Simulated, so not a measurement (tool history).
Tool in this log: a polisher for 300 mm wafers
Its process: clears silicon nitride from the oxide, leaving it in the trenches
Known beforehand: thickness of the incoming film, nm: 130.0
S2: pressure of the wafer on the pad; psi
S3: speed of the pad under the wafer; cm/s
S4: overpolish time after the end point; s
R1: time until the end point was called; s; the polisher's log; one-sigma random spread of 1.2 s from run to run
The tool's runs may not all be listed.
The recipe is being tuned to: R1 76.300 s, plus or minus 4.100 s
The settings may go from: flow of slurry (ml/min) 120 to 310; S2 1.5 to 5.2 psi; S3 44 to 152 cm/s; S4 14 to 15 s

{"run": 1, "day": 0.0, "flow of slurry (ml/min)": 200, "S2": 3.3, "S3": 98, "S4": 14, "R1": 143.82}
{"run": 2, "day": 0.204, "flow of slurry (ml/min)": 200, "S2": 3.3, "S3": 98, "S4": 15, "R1": 143.18}
{"run": 3, "day": 0.254, "flow of slurry (ml/min)": 200, "S2": 3.7, "S3": 100, "S4": 15, "R1": 122.62}
{"run": 4, "day": 0.529, "flow of slurry (ml/min)": 150, "S2": 3.7, "S3": 100, "S4": 15, "R1": 133.93}
{"day": 0.625, "done": "slurry nozzle cleaned"}
{"run": 5, "day": 0.625, "flow of slurry (ml/min)": 150, "S2": 3.7, "S3": 100, "S4": 15, "R1": 120.4}
{"run": 6, "day": 0.812, "flow of slurry (ml/min)": 150, "S2": 4.0, "S3": 100, "S4": 15, "R1": 108.47}
{"run": 7, "day": 1.108, "flow of slurry (ml/min)": 150, "S2": 4.2, "S3": 100, "S4": 15, "R1": 104.99}
{"run": 8, "day": 1.283, "flow of slurry (ml/min)": 150, "S2": 4.4, "S3": 100, "S4": 15, "R1": 104.15}

Which one of the following 5 next-run settings gets every result inside its allowed miss? There is exactly one.
{"run": "A", "day": 1.458, "flow of slurry (ml/min)": 145, "S2": 5.2, "S3": 130, "S4": 15, "R1": "?"}
{"run": "B", "day": 1.458, "flow of slurry (ml/min)": 165, "S2": 5.2, "S3": 130, "S4": 15, "R1": "?"}
{"run": "C", "day": 1.458, "flow of slurry (ml/min)": 160, "S2": 5.2, "S3": 126, "S4": 15, "R1": "?"}
{"run": "D", "day": 1.458, "flow of slurry (ml/min)": 145, "S2": 5.0, "S3": 118, "S4": 15, "R1": "?"}
{"run": "E", "day": 1.458, "flow of slurry (ml/min)": 155, "S2": 5.2, "S3": 126, "S4": 15, "R1": "?"}

move=A R1=67.722
move=B R1=66.137
move=C R1=68.553
move=D R1=77.355
move=E R1=68.945
A: takes the result that was furthest off past its target
B: takes the result that was furthest off past its target
C: takes the result that was furthest off past its target
D: every result within its allowed miss
E: takes the result that was furthest off past its target
Move D is the one to make.

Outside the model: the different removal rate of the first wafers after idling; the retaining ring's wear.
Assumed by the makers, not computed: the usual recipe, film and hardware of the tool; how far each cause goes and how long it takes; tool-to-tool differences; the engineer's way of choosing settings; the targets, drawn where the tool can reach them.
